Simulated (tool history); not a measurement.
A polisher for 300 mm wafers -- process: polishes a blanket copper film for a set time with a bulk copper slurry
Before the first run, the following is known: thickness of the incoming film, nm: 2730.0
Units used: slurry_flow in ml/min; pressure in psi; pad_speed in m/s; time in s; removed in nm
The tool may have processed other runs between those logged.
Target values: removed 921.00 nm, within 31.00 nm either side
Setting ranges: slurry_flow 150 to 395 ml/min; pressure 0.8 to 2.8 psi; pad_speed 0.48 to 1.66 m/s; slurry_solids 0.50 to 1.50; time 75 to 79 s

Run 1, hour 0.0: slurry_flow 250 ml/min, pressure 1.8 psi, pad_speed 1.06 m/s, slurry_solids 1.00, time 75 s. Result: removed 481.62 nm.
Run 2, hour 4.0: slurry_flow 250 ml/min, pressure 2.0 psi, pad_speed 1.08 m/s, slurry_solids 1.00, time 75 s. Result: removed 536.08 nm.
Run 3, hour 8.4: slurry_flow 250 ml/min, pressure 2.0 psi, pad_speed 1.08 m/s, slurry_solids 0.85, time 75 s. Result: removed 514.84 nm.
Run 4, hour 16.1: slurry_flow 250 ml/min, pressure 2.0 psi, pad_speed 1.08 m/s, slurry_solids 1.00, time 75 s. Result: removed 531.14 nm.
Run 5, hour 20.5: slurry_flow 250 ml/min, pressure 2.2 psi, pad_speed 1.12 m/s, slurry_solids 1.00, time 75 s. Result: removed 596.57 nm.
Run 6, hour 25.7: slurry_flow 250 ml/min, pressure 2.3 psi, pad_speed 1.16 m/s, slurry_solids 1.00, time 75 s. Result: removed 637.80 nm.
Run 7, hour 30.3: slurry_flow 250 ml/min, pressure 2.4 psi, pad_speed 1.20 m/s, slurry_solids 1.00, time 75 s. Result: removed 700.12 nm.
Run 8, hour 37.3: slurry_flow 250 ml/min, pressure 2.5 psi, pad_speed 1.22 m/s, slurry_solids 1.00, time 75 s. Result: removed 743.65 nm.
Run 9, hour 40.7: slurry_flow 250 ml/min, pressure 2.6 psi, pad_speed 1.24 m/s, slurry_solids 1.00, time 75 s. Result: removed 785.86 nm.
Run 10, hour 49.6: slurry_flow 250 ml/min, pressure 2.6 psi, pad_speed 1.26 m/s, slurry_solids 1.00, time 75 s. Result: removed 790.91 nm.
Run 11, hour 56.8: slurry_flow 250 ml/min, pressure 2.6 psi, pad_speed 1.28 m/s, slurry_solids 1.00, time 75 s. Result: removed 808.27 nm.
Run 12, hour 58.7: slurry_flow 255 ml/min, pressure 2.7 psi, pad_speed 1.32 m/s, slurry_solids 1.00, time 75 s. Result: removed 862.45 nm.

Of the 4 settings listed for the next run, only one would bring every result within its allowed miss of target. Which one?
Run A, hour 60.6: slurry_flow 300 ml/min, pressure 2.5 psi, pad_speed 1.40 m/s, slurry_solids 0.90, time 75 s. Result: removed ?.
Run B, hour 60.6: slurry_flow 240 ml/min, pressure 2.5 psi, pad_speed 1.40 m/s, slurry_solids 1.00, time 75 s. Result: removed ?.
Run C, hour 60.6: slurry_flow 225 ml/min, pressure 2.3 psi, pad_speed 1.40 m/s, slurry_solids 1.00, time 79 s. Result: removed ?.
Run D, hour 60.6: slurry_flow 265 ml/min, pressure 2.7 psi, pad_speed 1.36 m/s, slurry_solids 1.15, time 75 s. Result: removed ?.

move  removed
   A   829.14
   B   834.33
   C   808.43
   D   915.29
A: its largest miss is bigger than the last run's
B: its largest miss is bigger than the last run's
C: its largest miss is bigger than the last run's
D: every result lands within tolerance
Go with D: it meets all targets.
